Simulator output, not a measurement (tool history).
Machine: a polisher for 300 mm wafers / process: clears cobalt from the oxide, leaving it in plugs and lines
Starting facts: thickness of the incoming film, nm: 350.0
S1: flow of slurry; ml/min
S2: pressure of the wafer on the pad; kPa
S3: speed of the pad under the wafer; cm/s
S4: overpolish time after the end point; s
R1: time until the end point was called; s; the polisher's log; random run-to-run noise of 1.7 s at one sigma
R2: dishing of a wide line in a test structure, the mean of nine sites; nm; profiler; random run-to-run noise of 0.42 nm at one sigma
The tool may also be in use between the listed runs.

Run 1, day 0: S1 180 ml/min, S2 10.3 kPa, S3 76 cm/s, S4 10 s. Result: R1 116.47 s, R2 19.313 nm.
Run 2, day 0.188: S1 180 ml/min, S2 11 kPa, S3 76 cm/s, S4 11 s. Result: R1 108.83 s, R2 21.001 nm.
Run 3, day 0.533: S1 180 ml/min, S2 9.7 kPa, S3 76 cm/s, S4 11 s. Result: R1 126.37 s, R2 20.09 nm.
Run 4, day 0.883: S1 180 ml/min, S2 9.7 kPa, S3 76 cm/s, S4 8 s. Result: R1 121.14 s, R2 15.822 nm.
Run 5, day 1.088: S1 180 ml/min, S2 10.3 kPa, S3 78 cm/s, S4 9 s. Result: R1 111.65 s, R2 18.307 nm.
Run 6, day 1.146: S1 180 ml/min, S2 10.3 kPa, S3 90 cm/s, S4 9 s. Result: R1 102.72 s, R2 19.984 nm.
Run 7, day 1.346: S1 180 ml/min, S2 10.3 kPa, S3 92 cm/s, S4 10 s. Result: R1 95.465 s, R2 21.348 nm.
Run 8, day 1.454: S1 180 ml/min, S2 10.3 kPa, S3 92 cm/s, S4 11 s. Result: R1 104.45 s, R2 22.842 nm.
Run 9, day 1.812: S1 180 ml/min, S2 11.7 kPa, S3 96 cm/s, S4 12 s. Result: R1 86.414 s, R2 25.713 nm.
Run 10, day 2: S1 180 ml/min, S2 11.7 kPa, S3 96 cm/s, S4 12 s. Result: R1 84.881 s, R2 26.398 nm.

What does the tool deliver on the next run?
Run 11, day 2.142: S1 180 ml/min, S2 11.7 kPa, S3 98 cm/s, S4 13 s. Result: R1 ?, R2 ?.

Run 11 measured R1 83.135 s, R2 27.826 nm.

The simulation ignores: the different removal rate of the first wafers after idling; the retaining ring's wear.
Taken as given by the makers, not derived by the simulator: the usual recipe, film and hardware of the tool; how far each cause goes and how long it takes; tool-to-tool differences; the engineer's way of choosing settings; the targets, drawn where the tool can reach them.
